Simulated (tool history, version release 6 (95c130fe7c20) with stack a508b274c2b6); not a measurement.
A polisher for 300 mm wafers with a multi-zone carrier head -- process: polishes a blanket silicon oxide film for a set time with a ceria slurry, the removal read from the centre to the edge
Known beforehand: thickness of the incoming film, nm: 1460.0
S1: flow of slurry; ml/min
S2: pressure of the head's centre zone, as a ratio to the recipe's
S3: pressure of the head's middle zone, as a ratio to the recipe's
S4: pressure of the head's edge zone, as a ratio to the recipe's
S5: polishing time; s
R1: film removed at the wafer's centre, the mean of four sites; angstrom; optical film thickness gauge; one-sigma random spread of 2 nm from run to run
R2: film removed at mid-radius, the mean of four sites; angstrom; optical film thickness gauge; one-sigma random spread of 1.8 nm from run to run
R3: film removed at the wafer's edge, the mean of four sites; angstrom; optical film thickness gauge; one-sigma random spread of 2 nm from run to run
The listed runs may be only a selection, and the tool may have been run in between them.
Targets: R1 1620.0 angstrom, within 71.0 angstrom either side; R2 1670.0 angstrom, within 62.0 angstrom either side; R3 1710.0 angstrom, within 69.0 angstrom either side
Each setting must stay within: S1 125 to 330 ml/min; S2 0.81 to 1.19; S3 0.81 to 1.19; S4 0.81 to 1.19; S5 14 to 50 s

Run 1, hour 0.0: S1 210 ml/min, S2 1.00, S3 1.00, S4 1.00, S5 32 s. Result: R1 2053.3 angstrom, R2 1975.3 angstrom, R3 1997.8 angstrom.
Run 2, hour 5.3: S1 205 ml/min, S2 0.98, S3 0.99, S4 0.99, S5 32 s. Result: R1 1988.5 angstrom, R2 1983.5 angstrom, R3 1949.3 angstrom.
Run 3, hour 10.8: S1 200 ml/min, S2 0.97, S3 0.97, S4 0.99, S5 32 s. Result: R1 1964.0 angstrom, R2 1942.5 angstrom, R3 1933.8 angstrom.
Run 4, hour 19.4: S1 195 ml/min, S2 0.96, S3 0.95, S4 0.99, S5 32 s. Result: R1 1980.7 angstrom, R2 1908.8 angstrom, R3 1911.7 angstrom.
Run 5, hour 27.0: S1 195 ml/min, S2 0.94, S3 0.94, S4 1.00, S5 32 s. Result: R1 1879.2 angstrom, R2 1868.8 angstrom, R3 1928.2 angstrom.
Run 6, hour 32.6: S1 240 ml/min, S2 0.94, S3 0.94, S4 1.00, S5 32 s. Result: R1 1967.6 angstrom, R2 1907.5 angstrom, R3 1992.3 angstrom.
Run 7, hour 37.5: S1 235 ml/min, S2 0.93, S3 0.93, S4 0.99, S5 32 s. Result: R1 1981.1 angstrom, R2 1895.0 angstrom, R3 1955.6 angstrom.
Run 8, hour 43.9: S1 230 ml/min, S2 0.92, S3 0.92, S4 0.99, S5 32 s. Result: R1 1934.9 angstrom, R2 1849.3 angstrom, R3 1977.2 angstrom.
Run 9, hour 47.9: S1 225 ml/min, S2 0.91, S3 0.92, S4 0.98, S5 32 s. Result: R1 1893.7 angstrom, R2 1879.2 angstrom, R3 1963.9 angstrom.
Run 10, hour 52.0: S1 220 ml/min, S2 0.90, S3 0.91, S4 0.97, S5 32 s. Result: R1 1838.8 angstrom, R2 1849.0 angstrom, R3 1941.5 angstrom.
Run 11, hour 59.0: S1 215 ml/min, S2 0.90, S3 0.90, S4 0.96, S5 32 s. Result: R1 1865.3 angstrom, R2 1814.4 angstrom, R3 1937.6 angstrom.
Run 12, hour 64.4: S1 210 ml/min, S2 0.90, S3 0.90, S4 0.95, S5 32 s. Result: R1 1818.2 angstrom, R2 1798.8 angstrom, R3 1966.8 angstrom.
Run 13, hour 66.8: S1 210 ml/min, S2 0.90, S3 0.90, S4 0.96, S5 32 s. Result: R1 1874.0 angstrom, R2 1810.5 angstrom, R3 1946.0 angstrom.
Run 14, hour 70.0: S1 205 ml/min, S2 0.90, S3 0.91, S4 0.96, S5 31 s. Result: R1 1800.8 angstrom, R2 1766.0 angstrom, R3 1907.0 angstrom.
Run 15, hour 73.3: S1 205 ml/min, S2 0.90, S3 0.92, S4 0.96, S5 30 s. Result: R1 1708.0 angstrom, R2 1723.5 angstrom, R3 1817.2 angstrom.
Run 16, hour 80.7: S1 200 ml/min, S2 0.90, S3 0.92, S4 0.96, S5 30 s. Result: R1 1711.3 angstrom, R2 1722.4 angstrom, R3 1751.9 angstrom.
Run 17, hour 85.4: S1 195 ml/min, S2 0.90, S3 0.92, S4 0.96, S5 30 s. Result: R1 1687.9 angstrom, R2 1704.7 angstrom, R3 1780.6 angstrom.
Run 18, hour 90.0: S1 190 ml/min, S2 0.90, S3 0.92, S4 0.96, S5 30 s. Result: R1 1738.5 angstrom, R2 1746.8 angstrom, R3 1768.5 angstrom.
Run 19, hour 93.5: S1 190 ml/min, S2 0.89, S3 0.92, S4 0.96, S5 30 s. Result: R1 1745.8 angstrom, R2 1690.6 angstrom, R3 1795.1 angstrom.
Run 20, hour 101.1: S1 190 ml/min, S2 0.89, S3 0.92, S4 0.95, S5 30 s. Result: R1 1705.7 angstrom, R2 1693.8 angstrom, R3 1788.9 angstrom.

Exercise: of the 5 proposed moves below, exactly one satisfies all targets within the stated allowed misses. Which move is it?
Run A, hour 108.7: S1 195 ml/min, S2 0.86, S3 0.88, S4 1.00, S5 31 s. Result: R1 ?, R2 ?, R3 ?.
Run B, hour 108.7: S1 215 ml/min, S2 0.87, S3 0.89, S4 0.97, S5 31 s. Result: R1 ?, R2 ?, R3 ?.
Run C, hour 108.7: S1 125 ml/min, S2 0.90, S3 0.94, S4 0.89, S5 31 s. Result: R1 ?, R2 ?, R3 ?.
Run D, hour 108.7: S1 275 ml/min, S2 1.01, S3 0.96, S4 0.99, S5 29 s. Result: R1 ?, R2 ?, R3 ?.
Run E, hour 108.7: S1 145 ml/min, S2 0.85, S3 0.88, S4 0.94, S5 33 s. Result: R1 ?, R2 ?, R3 ?.

move      R1      R2      R3
   A  1726.5  1725.8  1866.3
   B  1770.8  1767.2  1861.7
   C  1620.2  1668.7  1667.5
   D  1933.4  1813.9  1795.5
   E  1713.2  1740.6  1861.1
A: further off than the last run
B: further off than the last run
C: meets every target
D: further off than the last run
E: further off than the last run
Answer: C
